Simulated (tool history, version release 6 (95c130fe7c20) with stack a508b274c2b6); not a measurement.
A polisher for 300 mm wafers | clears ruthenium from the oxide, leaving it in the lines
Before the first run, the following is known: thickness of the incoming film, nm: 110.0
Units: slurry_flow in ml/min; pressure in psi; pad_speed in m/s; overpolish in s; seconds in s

run	hour	slurry_flow	pressure	pad_speed	overpolish	seconds
1	0	165	2.1	1.08	15	78.247
2	2	165	2.3	1.1	15	74.473
3	3.1	165	2.4	1.16	15	68.371
4	7.5	165	2.5	1.2	15	62.395
5	16.4	130	2.5	1.2	15	66.114
6	24.5	130	2.8	1.2	15	59.518
7	33.2	130	2.8	1.2	15	59.529
8	36.4	135	2.9	1.22	15	54.819
9	38	140	3	1.22	15	55.044

Run 10 is up next; what results do you expect?
10	45.7	140	3	1.26	15	?

Run 10 measured seconds 52.051 s.
